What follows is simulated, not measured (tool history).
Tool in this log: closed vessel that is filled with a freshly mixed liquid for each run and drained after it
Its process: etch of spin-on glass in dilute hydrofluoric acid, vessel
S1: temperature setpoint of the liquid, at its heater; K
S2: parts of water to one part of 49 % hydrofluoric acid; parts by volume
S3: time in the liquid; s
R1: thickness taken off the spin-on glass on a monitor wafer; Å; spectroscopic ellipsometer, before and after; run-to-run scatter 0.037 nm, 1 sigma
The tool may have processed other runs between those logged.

run 1 hour=0 | S1=297.15 S2=200 S3=30 | R1=64.708
run 2 hour=5.2 | S1=295.15 S2=200 S3=30 | R1=59.815
run 3 hour=8.7 | S1=298.65 S2=200 S3=30 | R1=67.843
run 4 hour=12.7 | S1=299.65 S2=190 S3=30 | R1=74.78
run 5 hour=21.3 | S1=299.65 S2=190 S3=30 | R1=74.947
run 6 hour=26.8 | S1=300.65 S2=185 S3=30 | R1=80.306

Run 7 comes next. What will it give?
run 7 hour=30.8 | S1=304.65 S2=150 S3=30 | R1=?

R1: 119.63 Å
